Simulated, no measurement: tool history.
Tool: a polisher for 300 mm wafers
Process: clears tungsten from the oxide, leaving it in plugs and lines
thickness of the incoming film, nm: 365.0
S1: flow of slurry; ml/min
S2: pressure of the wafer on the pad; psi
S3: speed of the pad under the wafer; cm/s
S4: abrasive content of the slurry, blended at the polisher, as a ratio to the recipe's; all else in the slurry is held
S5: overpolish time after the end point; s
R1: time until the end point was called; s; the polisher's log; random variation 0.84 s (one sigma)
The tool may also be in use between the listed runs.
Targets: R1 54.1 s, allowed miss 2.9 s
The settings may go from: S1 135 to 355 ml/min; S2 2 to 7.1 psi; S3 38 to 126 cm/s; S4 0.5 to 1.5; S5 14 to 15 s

run,hour,S1,S2,S3,S4,S5,R1
1,0,225,4.5,82,1,14,101.37
2,2.3,275,4.5,82,1,14,94.998
3,6.6,275,4.5,82,1,14,98.539
4,8.3,275,5.2,84,1,14,84.791
5,15.4,305,5.2,84,1,14,83.667
6,22.3,305,5.2,84,1,15,83.6
7,27.6,305,5.7,88,1,15,70.708
8,29.2,305,6.1,88,1,15,69.918
9,32.8,305,6.1,88,1,15,69.578
10,41.4,305,6.4,90,1,15,63.638
11,46.1,305,6.6,92,1,15,62.607
12,47.9,305,6.7,94,1,15,59.658
13,52.5,305,6.8,94,1,15,58

Which of these 4 next moves meets every target?
A,57.1,315,7.1,92,1.25,15,?
B,57.1,335,6.6,92,0.9,15,?
C,57.1,335,7.1,76,0.95,15,?
D,57.1,280,7,90,1,15,?

move,R1
A,53.256
B,59.844
C,66.705
D,57.703
A: meets every target
B: further off than the last run
C: further off than the last run
D: nearer than the last run, and not there yet
The right move is A.

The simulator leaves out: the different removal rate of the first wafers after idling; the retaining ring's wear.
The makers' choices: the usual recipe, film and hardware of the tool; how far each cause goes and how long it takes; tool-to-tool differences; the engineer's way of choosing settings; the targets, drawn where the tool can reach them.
